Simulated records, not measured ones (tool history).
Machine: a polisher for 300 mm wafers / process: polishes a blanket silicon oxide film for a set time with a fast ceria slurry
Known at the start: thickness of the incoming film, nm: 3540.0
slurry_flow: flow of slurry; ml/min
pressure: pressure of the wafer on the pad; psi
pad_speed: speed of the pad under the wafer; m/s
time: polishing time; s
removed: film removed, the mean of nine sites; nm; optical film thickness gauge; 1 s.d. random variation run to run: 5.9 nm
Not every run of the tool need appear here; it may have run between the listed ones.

| run | hour | slurry_flow | pressure | pad_speed | time | removed |
|---|---|---|---|---|---|---|
| 1 | 0 | 195 | 2.7 | 1.24 | 83 | 1362.9 |
| 2 | 8.7 | 195 | 3.1 | 1.24 | 83 | 1574.1 |
| 3 | 11.4 | 195 | 3.1 | 1.24 | 87 | 1661.1 |
| 4 | 20.2 | 195 | 3.1 | 1.48 | 87 | 1908.7 |
| 5 | 27.1 | 195 | 3.1 | 1.48 | 83 | 1827.8 |
| 6 | 30.7 | 190 | 2.7 | 1.32 | 83 | 1450.5 |
| 7 | 37 | 190 | 2.4 | 1.16 | 83 | 1181 |
| 8 | 40.5 | 185 | 2.1 | 1.04 | 83 | 974.11 |
| 9 | 41.9 | 180 | 1.9 | 0.96 | 83 | 823.43 |

What does the tool deliver on the next run?
| 10 | 49.1 | 175 | 1.8 | 0.94 | 83 | ? |

Run 10 measured removed 777.39 nm.
